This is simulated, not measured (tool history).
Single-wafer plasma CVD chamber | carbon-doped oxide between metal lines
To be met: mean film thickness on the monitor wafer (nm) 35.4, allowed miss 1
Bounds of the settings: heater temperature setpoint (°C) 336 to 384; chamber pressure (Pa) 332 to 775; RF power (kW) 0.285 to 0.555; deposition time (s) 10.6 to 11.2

run	hour	heater temperature setpoint (°C)	chamber pressure (Pa)	RF power (kW)	deposition time (s)	mean film thickness on the monitor wafer (nm)
1	0	360	553	0.42	11.2	45.931
2	3.2	360	607	0.42	11.2	46.254
3	7.2	361	603	0.39	11.1	42.62
4	12.8	362	599	0.375	11.1	40.763
5	18.1	364	592	0.365	11.1	39.7
6	19.3	359	592	0.365	11.1	39.871
7	28.1	359	591	0.355	11.1	38.946
8	32.4	359	589	0.345	11.1	37.676
9	38.6	359	587	0.34	11.1	37.339
10	43.6	359	585	0.335	11.1	36.563
# hour 50.9: RF generator calibrated
11	50.9	359	583	0.33	11.1	37.173
12	58.3	359	583	0.325	11.1	36.41

5 next moves are on the table. One of them brings every result within its allowed miss. Which?
A	65.7	349	452	0.31	11.2	?
B	65.7	358	435	0.335	11.2	?
C	65.7	361	617	0.345	10.7	?
D	65.7	351	501	0.325	11.2	?
E	65.7	360	660	0.33	11.2	?

move	mean film thickness on the monitor wafer (nm)
A	35.128
B	37.267
C	37.656
D	37.102
E	37.983
A: meets every target
B: further off than the last run
C: further off than the last run
D: further off than the last run
E: further off than the last run
The right move is A.
